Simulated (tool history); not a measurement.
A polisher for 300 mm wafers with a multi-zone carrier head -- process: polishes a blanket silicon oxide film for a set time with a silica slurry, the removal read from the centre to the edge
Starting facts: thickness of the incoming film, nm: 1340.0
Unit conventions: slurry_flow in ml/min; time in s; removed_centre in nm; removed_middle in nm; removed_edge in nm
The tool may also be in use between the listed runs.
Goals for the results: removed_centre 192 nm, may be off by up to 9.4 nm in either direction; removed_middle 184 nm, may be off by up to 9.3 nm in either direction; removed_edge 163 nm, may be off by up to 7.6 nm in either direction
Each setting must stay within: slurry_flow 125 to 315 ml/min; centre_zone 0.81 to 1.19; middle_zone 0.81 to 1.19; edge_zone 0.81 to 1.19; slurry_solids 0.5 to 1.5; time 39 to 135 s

run	hour	slurry_flow	centre_zone	middle_zone	edge_zone	slurry_solids	time	removed_centre	removed_middle	removed_edge
1	0	205	1	1	1	1	87	348.11	330.37	347.42
2	6.5	210	1.02	1.03	0.95	0.85	74	276.25	258.94	263.16
3	13.1	215	1.03	1.07	0.91	0.75	69	245.66	240.19	232.28
4	18	185	1.03	1.07	0.91	0.75	69	242.08	233.2	224.91
5	26.9	185	1.03	1.07	0.91	0.85	69	250.96	254.77	241.76
6	32.8	185	1.03	1.07	0.91	0.85	87	325.6	316.64	301.99
7	34.4	180	1.05	1.09	0.88	0.75	78	264.48	278.47	251.88
8	35.3	190	1.09	1.07	0.86	0.65	71	238.12	228.73	211.76
9	38.5	185	1.1	1.07	0.84	0.6	68	225.64	211.29	191.41
10	40.8	180	1.09	1.07	0.83	0.55	66	204.72	189.76	173.23
11	47.5	170	1.09	1.08	0.82	0.55	66	198.35	188.67	172.97

Below are 5 possible settings for the next run. Only one of them brings all results inside the allowed miss of their targets. Which is it?
A	54.2	240	1.12	0.99	0.89	0.65	54	?	?	?
B	54.2	205	1.07	1.07	0.81	0.5	67	?	?	?
C	54.2	125	0.93	1.04	0.87	0.55	68	?	?	?
D	54.2	165	1.06	1.1	0.83	0.6	68	?	?	?
E	54.2	130	1.07	0.86	0.86	0.7	63	?	?	?

move	removed_centre	removed_middle	removed_edge
A	197.85	163.72	165.1
B	197.8	182.42	165.56
C	176.81	181.61	176.9
D	216.99	207.17	186.65
E	214.26	165.8	188.67
A: the furthest-off result lands on target, but another misses its tolerance
B: meets every target
C: its largest miss is bigger than the last run's
D: its largest miss is bigger than the last run's
E: its largest miss is bigger than the last run's
Move B is the one to make.
